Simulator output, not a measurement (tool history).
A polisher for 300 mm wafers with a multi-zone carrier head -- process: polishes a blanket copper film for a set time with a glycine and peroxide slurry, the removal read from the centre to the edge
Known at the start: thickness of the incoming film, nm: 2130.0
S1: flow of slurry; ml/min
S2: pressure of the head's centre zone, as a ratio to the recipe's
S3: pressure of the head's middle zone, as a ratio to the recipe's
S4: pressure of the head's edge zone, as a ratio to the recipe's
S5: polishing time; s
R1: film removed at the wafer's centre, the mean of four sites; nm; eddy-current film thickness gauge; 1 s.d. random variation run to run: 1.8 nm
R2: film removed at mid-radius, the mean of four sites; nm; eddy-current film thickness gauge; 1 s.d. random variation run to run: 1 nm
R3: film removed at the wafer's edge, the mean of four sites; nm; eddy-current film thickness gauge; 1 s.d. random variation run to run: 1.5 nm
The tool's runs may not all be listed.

run	hour	S1	S2	S3	S4	S5	R1	R2	R3
1	0	225	1	1	1	73	215.79	223.59	216.14
2	6.9	225	1	1.08	1	73	216.03	237.75	217.02
3	13.2	195	1	1.08	1	73	210.9	236.36	211.28
4	15	200	1.01	1.05	1	70	204.76	218.43	206.76
# hour 19.1: worn pad replaced by a new one
5	19.1	200	1.01	1.05	0.95	70	225.55	243.25	224.96
6	25.5	205	1.03	1.04	0.98	69	227.22	235.84	224.59
7	32.1	225	1.03	1.02	1.01	67	225.68	227.49	222
8	39.1	235	1.03	1.01	1.04	62	210.18	213.48	206.29
9	44.9	240	1.03	0.98	1.06	58	199.63	191.86	199.14
10	50.2	240	1.03	0.98	1.06	58	198.69	193.79	194.88
11	54.7	255	1.03	0.96	1.08	55	190.46	181.04	189.56
12	58.9	230	1.05	0.86	0.98	44	154.01	129.79	142.95
13	66.4	240	1.05	0.86	0.99	44	150.46	130.23	144.59

Predict the results of run 14:
14	70.3	245	1.06	0.86	0.99	44	?	?	?

R1: 156.87 nm
R2: 132.5 nm
R3: 147.23 nm

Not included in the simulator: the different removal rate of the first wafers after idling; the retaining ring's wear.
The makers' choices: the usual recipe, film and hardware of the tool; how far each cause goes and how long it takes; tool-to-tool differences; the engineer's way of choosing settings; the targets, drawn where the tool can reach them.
